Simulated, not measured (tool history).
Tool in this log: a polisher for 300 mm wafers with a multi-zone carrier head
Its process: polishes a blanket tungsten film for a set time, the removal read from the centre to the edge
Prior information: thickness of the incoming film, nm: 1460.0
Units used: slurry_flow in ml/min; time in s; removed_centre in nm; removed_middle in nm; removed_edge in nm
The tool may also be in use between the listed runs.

run	day	slurry_flow	centre_zone	middle_zone	edge_zone	slurry_solids	time	removed_centre	removed_middle	removed_edge
1	0	270	1	1	1	1	64	537.47	560.7	548.49
2	0.162	225	1	1	1	1	64	527.5	537.94	540.18
3	0.383	225	0.94	1	1	1	64	494.21	534.91	541.48
4	0.704	225	0.94	1.04	1	1	64	486.97	558.18	545.56
5	0.754	230	0.95	1.03	1.02	1.05	64	511.19	571.83	553.72
6	0.783	230	0.94	1.02	1.04	1.05	64	505.36	558.39	555.86
7	1.121	230	0.94	1.02	1.04	1.05	64	508.45	542.16	556.57

What does the tool deliver on the next run?
8	1.475	235	0.93	1.02	1.05	1.05	64	?	?	?

removed_centre: 491.74 nm
removed_middle: 560.3 nm
removed_edge: 553.46 nm
